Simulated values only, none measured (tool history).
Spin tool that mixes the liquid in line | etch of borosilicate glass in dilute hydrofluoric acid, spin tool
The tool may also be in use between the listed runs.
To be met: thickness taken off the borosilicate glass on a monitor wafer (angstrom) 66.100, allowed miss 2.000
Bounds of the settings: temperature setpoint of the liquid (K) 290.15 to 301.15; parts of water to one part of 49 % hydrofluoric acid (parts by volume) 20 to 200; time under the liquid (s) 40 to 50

run,day,temperature setpoint of the liquid (K),parts of water to one part of 49 % hydrofluoric acid (parts by volume),time under the liquid (s),thickness taken off the borosilicate glass on a monitor wafer (angstrom)
1,0.000,293.15,110,50,112.330
2,0.275,293.15,145,50,84.261
3,0.617,293.15,130,50,94.465
4,0.775,293.15,105,50,119.370
5,0.883,295.15,105,50,127.160
6,1.146,293.15,105,50,119.720
7,1.438,292.65,110,50,110.820
8,1.688,292.15,115,50,102.090
9,1.958,292.15,120,50,100.130

Which of these 4 next moves meets every target?
A,2.229,294.15,140,40,?
B,2.229,291.15,135,40,?
C,2.229,293.65,140,40,?
D,2.229,290.15,120,40,?

move,thickness taken off the borosilicate glass on a monitor wafer (angstrom)
A,71.368
B,65.927
C,69.964
D,72.253
A: nearer than the last run, and not there yet
B: meets every target
C: nearer than the last run, and not there yet
D: nearer than the last run, and not there yet
Answer: B

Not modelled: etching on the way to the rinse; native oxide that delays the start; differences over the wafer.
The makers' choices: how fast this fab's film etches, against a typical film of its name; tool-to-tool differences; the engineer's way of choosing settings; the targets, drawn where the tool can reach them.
